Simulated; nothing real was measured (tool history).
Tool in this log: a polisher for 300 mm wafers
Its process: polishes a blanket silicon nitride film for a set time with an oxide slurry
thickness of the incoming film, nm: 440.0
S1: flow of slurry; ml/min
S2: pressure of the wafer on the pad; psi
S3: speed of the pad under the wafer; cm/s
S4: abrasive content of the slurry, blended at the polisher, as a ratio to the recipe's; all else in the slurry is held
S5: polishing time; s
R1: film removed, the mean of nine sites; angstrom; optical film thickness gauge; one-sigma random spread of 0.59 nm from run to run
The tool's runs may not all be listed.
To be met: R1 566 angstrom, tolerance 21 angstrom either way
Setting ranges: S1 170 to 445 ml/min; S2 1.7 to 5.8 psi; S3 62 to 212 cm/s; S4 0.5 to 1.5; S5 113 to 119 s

Run 1, hour 0: S1 285 ml/min, S2 3.7 psi, S3 136 cm/s, S4 1, S5 113 s. Result: R1 838.41 angstrom.
Run 2, hour 3.1: S1 285 ml/min, S2 3.7 psi, S3 136 cm/s, S4 1, S5 113 s. Result: R1 825.83 angstrom.
Run 3, hour 5.7: S1 285 ml/min, S2 3.5 psi, S3 136 cm/s, S4 1, S5 113 s. Result: R1 791.17 angstrom.
Run 4, hour 9: S1 285 ml/min, S2 3.4 psi, S3 136 cm/s, S4 1, S5 113 s. Result: R1 781.27 angstrom.
Run 5, hour 14.4: S1 285 ml/min, S2 3.2 psi, S3 136 cm/s, S4 1, S5 113 s. Result: R1 738.78 angstrom.
Run 6, hour 19.8: S1 310 ml/min, S2 3.2 psi, S3 136 cm/s, S4 1, S5 113 s. Result: R1 743.55 angstrom.
Run 7, hour 26.4: S1 310 ml/min, S2 3.1 psi, S3 136 cm/s, S4 1, S5 113 s. Result: R1 728.42 angstrom.
Run 8, hour 31.3: S1 310 ml/min, S2 3 psi, S3 136 cm/s, S4 1, S5 113 s. Result: R1 710.3 angstrom.
Run 9, hour 37.7: S1 310 ml/min, S2 2.9 psi, S3 136 cm/s, S4 1, S5 113 s. Result: R1 686.66 angstrom.
Run 10, hour 45.5: S1 310 ml/min, S2 2.1 psi, S3 134 cm/s, S4 1, S5 113 s. Result: R1 529 angstrom.

5 next moves are on the table. One of them brings every result within its allowed miss. Which?
Run A, hour 53.3: S1 300 ml/min, S2 2.6 psi, S3 98 cm/s, S4 0.8, S5 119 s. Result: R1 ?.
Run B, hour 53.3: S1 445 ml/min, S2 1.7 psi, S3 140 cm/s, S4 1.05, S5 113 s. Result: R1 ?.
Run C, hour 53.3: S1 360 ml/min, S2 2 psi, S3 142 cm/s, S4 1.05, S5 117 s. Result: R1 ?.
Run D, hour 53.3: S1 285 ml/min, S2 2 psi, S3 124 cm/s, S4 1, S5 119 s. Result: R1 ?.
Run E, hour 53.3: S1 330 ml/min, S2 2.3 psi, S3 110 cm/s, S4 1.05, S5 119 s. Result: R1 ?.

move      R1
   A   475.9
   B  492.21
   C   574.6
   D  504.27
   E     528
A: further off than the last run
B: further off than the last run
C: all results land within tolerance of their targets
D: further off than the last run
E: about the same distance from the targets as the last run
C is the move that brings every result within its allowed miss.
